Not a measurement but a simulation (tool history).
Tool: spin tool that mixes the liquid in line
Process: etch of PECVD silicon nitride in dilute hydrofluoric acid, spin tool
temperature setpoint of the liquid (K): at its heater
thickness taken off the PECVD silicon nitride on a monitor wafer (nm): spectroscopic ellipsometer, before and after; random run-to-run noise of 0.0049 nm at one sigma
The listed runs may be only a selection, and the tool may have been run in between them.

run	hour	temperature setpoint of the liquid (K)	parts of water to one part of 49 % hydrofluoric acid (parts by volume)	time under the liquid (s)	thickness taken off the PECVD silicon nitride on a monitor wafer (nm)
1	0.0	299.15	160	40	0.85159
2	5.1	298.65	160	40	0.82844
3	6.4	298.65	105	40	1.24760
4	11.9	296.65	105	40	1.08960
5	19.1	296.65	50	40	2.27770
6	25.4	298.65	50	40	2.59660
7	31.4	296.65	65	40	1.77320
8	33.5	295.15	75	40	1.38410
9	42.2	294.15	80	40	1.21950

For run 10, what comes out?
10	50.9	293.65	85	40	?

thickness taken off the PECVD silicon nitride on a monitor wafer (nm): 1.09230
